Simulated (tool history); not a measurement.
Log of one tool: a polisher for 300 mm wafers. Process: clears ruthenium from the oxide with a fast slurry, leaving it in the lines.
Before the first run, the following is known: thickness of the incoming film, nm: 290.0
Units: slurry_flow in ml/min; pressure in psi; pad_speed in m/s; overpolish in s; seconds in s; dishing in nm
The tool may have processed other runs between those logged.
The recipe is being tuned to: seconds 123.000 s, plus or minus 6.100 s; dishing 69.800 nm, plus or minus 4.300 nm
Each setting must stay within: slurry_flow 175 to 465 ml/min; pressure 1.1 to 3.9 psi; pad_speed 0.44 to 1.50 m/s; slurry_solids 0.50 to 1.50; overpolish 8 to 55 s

run,hour,slurry_flow,pressure,pad_speed,slurry_solids,overpolish,seconds,dishing
1,0.0,295,2.5,0.96,1.00,28,92.909,60.630
2,8.5,295,2.0,0.96,1.00,28,115.360,52.966
3,10.8,295,2.3,0.96,1.00,28,99.370,56.149
4,13.0,295,2.9,0.96,1.00,28,83.345,65.886
5,20.2,295,2.4,0.96,1.00,28,97.349,59.153
6,25.6,295,2.0,0.96,1.00,28,111.960,53.418
7,34.3,295,2.0,0.96,1.00,31,113.020,57.341
8,40.3,295,2.0,0.96,1.00,33,111.980,59.073
9,44.5,295,1.9,0.96,1.00,35,119.030,58.420
10,52.6,295,1.9,0.96,1.00,37,115.640,61.521
11,55.5,295,1.9,0.96,1.00,39,116.330,65.015
12,57.1,295,1.9,0.96,1.00,40,117.210,64.112

4 candidate next runs follow, results not yet known. Just one meets every target within its allowed miss. Identify it.
A,58.7,295,2.0,0.98,1.00,41,?,?
B,58.7,290,2.0,1.04,1.00,38,?,?
C,58.7,265,1.7,1.04,0.95,47,?,?
D,58.7,215,1.6,0.98,0.95,38,?,?

move,seconds,dishing
A,109.740,67.702
B,103.760,66.913
C,123.560,68.411
D,141.240,54.958
A: puts the biggest miss on target and leaves a different result outside tolerance
B: puts the biggest miss on target and leaves a different result outside tolerance
C: in spec on every target
D: moves away from the targets compared with the last run
Answer: C

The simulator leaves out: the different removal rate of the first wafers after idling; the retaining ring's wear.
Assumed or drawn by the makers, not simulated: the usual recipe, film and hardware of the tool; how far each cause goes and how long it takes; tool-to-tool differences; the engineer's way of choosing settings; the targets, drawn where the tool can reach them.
